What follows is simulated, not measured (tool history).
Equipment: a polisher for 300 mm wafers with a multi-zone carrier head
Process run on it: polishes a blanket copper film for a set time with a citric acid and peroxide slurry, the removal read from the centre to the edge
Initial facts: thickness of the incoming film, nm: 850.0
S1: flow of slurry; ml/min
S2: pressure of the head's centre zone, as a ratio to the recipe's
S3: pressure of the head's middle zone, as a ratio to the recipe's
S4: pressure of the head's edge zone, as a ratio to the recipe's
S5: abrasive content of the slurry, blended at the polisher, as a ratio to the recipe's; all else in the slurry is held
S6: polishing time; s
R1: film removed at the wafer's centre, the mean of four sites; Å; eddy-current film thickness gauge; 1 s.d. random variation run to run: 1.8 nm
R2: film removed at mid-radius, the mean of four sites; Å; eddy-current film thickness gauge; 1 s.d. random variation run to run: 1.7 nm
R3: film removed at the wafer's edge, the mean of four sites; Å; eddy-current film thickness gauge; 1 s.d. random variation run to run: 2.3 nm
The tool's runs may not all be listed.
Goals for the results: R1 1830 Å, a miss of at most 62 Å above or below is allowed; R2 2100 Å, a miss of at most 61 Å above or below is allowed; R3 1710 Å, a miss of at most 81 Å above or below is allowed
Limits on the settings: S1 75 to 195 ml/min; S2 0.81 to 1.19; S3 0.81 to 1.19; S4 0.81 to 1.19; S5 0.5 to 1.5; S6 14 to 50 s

run	hour	S1	S2	S3	S4	S5	S6	R1	R2	R3
1	0	125	1	1	1	1	32	1293.2	1304.3	1305.8
2	2.9	125	1	1	0.91	1	32	1269.3	1306.9	1218.2
3	11.6	125	1	1	0.91	0.8	32	1240.1	1240.9	1187.9
4	15.7	125	1	1	0.95	0.8	32	1238.9	1257.9	1199.7
5	23.8	140	1.01	1.05	0.96	0.95	33	1381.8	1406.5	1292.1
6	28.4	140	1.01	1.05	0.96	0.95	39	1629.7	1682.1	1551.2
7	32.5	150	1	1.08	0.97	1	39	1631.7	1756.1	1539.6
8	37.9	155	1	1.1	0.99	1.1	39	1662.9	1811	1671.8
9	43.7	160	1	1.12	0.97	1.1	39	1683.1	1843.1	1642.4
10	46.4	160	1	1.12	0.97	1.1	39	1690	1840.5	1606.8
11	54.6	165	1	1.14	0.97	1.15	39	1709.7	1905.4	1611.1
12	60	170	1	1.15	0.98	1.2	39	1704.3	1953.9	1659.5
13	68	170	1	1.15	0.98	1.2	39	1722.5	1942.1	1648.1

Next run, 5 choices. One meets every target within its allowed miss, the rest don't. Which?
A	76	130	1.01	1.18	0.92	1.1	44	?	?	?
B	76	175	1.09	1.17	0.93	1.15	42	?	?	?
C	76	170	0.9	1.19	0.9	1.1	40	?	?	?
D	76	185	1.01	1.18	0.89	1.3	42	?	?	?
E	76	175	0.92	1.18	0.81	1.25	44	?	?	?

move	R1	R2	R3
A	1889.9	2122.2	1714.3
B	2069.4	2122.3	1714
C	1603.9	2027.5	1589.1
D	1980.1	2207.7	1729.7
E	1857.3	2278.7	1714.5
A: hits every target within its allowed miss
B: gets the furthest-off result to its target, but another result is out of tolerance
C: lands further from the targets than the last run did
D: takes the result that was furthest off past its target
E: takes the result that was furthest off past its target
So the answer is move A, the one that meets all the targets.
